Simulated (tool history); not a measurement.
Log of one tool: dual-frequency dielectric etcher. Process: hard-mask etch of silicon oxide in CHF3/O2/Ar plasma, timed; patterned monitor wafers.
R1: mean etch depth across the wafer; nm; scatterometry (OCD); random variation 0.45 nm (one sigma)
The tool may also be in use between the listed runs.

Run 1, hour 0: source power (W) 900, bias power (W) 204, etch time (s) 28.5. Result: R1 78.539 nm.
Run 2, hour 1.4: source power (W) 790, bias power (W) 204, etch time (s) 28.5. Result: R1 71.682 nm.
Run 3, hour 5.2: source power (W) 790, bias power (W) 186, etch time (s) 28.5. Result: R1 69.956 nm.
Run 4, hour 13.3: source power (W) 920, bias power (W) 186, etch time (s) 28.5. Result: R1 76.263 nm.
Run 5, hour 14.7: source power (W) 1070, bias power (W) 186, etch time (s) 28.5. Result: R1 82.53 nm.
Run 6, hour 21.4: source power (W) 1070, bias power (W) 150, etch time (s) 28.5. Result: R1 76.457 nm.
Run 7, hour 24.4: source power (W) 1010, bias power (W) 147, etch time (s) 28.5. Result: R1 73.352 nm.

Run 8 comes next. What will it give?
Run 8, hour 27.6: source power (W) 970, bias power (W) 145, etch time (s) 28.5. Result: R1 ?.

R1: 72.053 nm
